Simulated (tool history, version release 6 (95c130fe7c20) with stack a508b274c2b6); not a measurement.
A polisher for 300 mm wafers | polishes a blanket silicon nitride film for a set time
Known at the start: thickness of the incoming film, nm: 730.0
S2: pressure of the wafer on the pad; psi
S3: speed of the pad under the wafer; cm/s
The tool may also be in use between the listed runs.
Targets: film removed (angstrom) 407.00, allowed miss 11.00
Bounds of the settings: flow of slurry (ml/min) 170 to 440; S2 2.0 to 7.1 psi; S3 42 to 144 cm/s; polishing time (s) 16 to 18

run 1 hour=0.0 | flow_of_slurry_(ml/min)=280 S2=4.5 S3=92 polishing_time_(s)=18 | film_removed_(angstrom)=313.09
run 2 hour=5.4 | flow_of_slurry_(ml/min)=280 S2=4.5 S3=92 polishing_time_(s)=16 | film_removed_(angstrom)=277.24
run 3 hour=13.8 | flow_of_slurry_(ml/min)=280 S2=4.5 S3=92 polishing_time_(s)=18 | film_removed_(angstrom)=312.35
run 4 hour=19.1 | flow_of_slurry_(ml/min)=285 S2=4.8 S3=92 polishing_time_(s)=18 | film_removed_(angstrom)=331.81
run 5 hour=21.2 | flow_of_slurry_(ml/min)=290 S2=5.0 S3=92 polishing_time_(s)=18 | film_removed_(angstrom)=346.81
run 6 hour=25.2 | flow_of_slurry_(ml/min)=295 S2=5.2 S3=92 polishing_time_(s)=18 | film_removed_(angstrom)=356.44
run 7 hour=30.1 | flow_of_slurry_(ml/min)=295 S2=5.3 S3=92 polishing_time_(s)=18 | film_removed_(angstrom)=360.70
run 8 hour=34.6 | flow_of_slurry_(ml/min)=295 S2=5.4 S3=92 polishing_time_(s)=18 | film_removed_(angstrom)=371.90
run 9 hour=35.6 | flow_of_slurry_(ml/min)=295 S2=5.5 S3=92 polishing_time_(s)=18 | film_removed_(angstrom)=374.85
run 10 hour=38.7 | flow_of_slurry_(ml/min)=295 S2=5.6 S3=92 polishing_time_(s)=18 | film_removed_(angstrom)=386.61
run 11 hour=45.5 | flow_of_slurry_(ml/min)=295 S2=5.7 S3=92 polishing_time_(s)=18 | film_removed_(angstrom)=389.66
run 12 hour=51.5 | flow_of_slurry_(ml/min)=300 S2=5.7 S3=92 polishing_time_(s)=18 | film_removed_(angstrom)=395.16

Which of these 4 next moves meets every target?
run A hour=57.5 | flow_of_slurry_(ml/min)=300 S2=5.1 S3=104 polishing_time_(s)=17 | film_removed_(angstrom)=?
run B hour=57.5 | flow_of_slurry_(ml/min)=350 S2=6.5 S3=80 polishing_time_(s)=17 | film_removed_(angstrom)=?
run C hour=57.5 | flow_of_slurry_(ml/min)=310 S2=5.8 S3=100 polishing_time_(s)=16 | film_removed_(angstrom)=?
run D hour=57.5 | flow_of_slurry_(ml/min)=310 S2=6.7 S3=78 polishing_time_(s)=18 | film_removed_(angstrom)=?

move=A film_removed_(angstrom)=368.60
move=B film_removed_(angstrom)=383.17
move=C film_removed_(angstrom)=382.11
move=D film_removed_(angstrom)=405.78
A: further off than the last run
B: further off than the last run
C: further off than the last run
D: meets every target
Move D is the one to make.
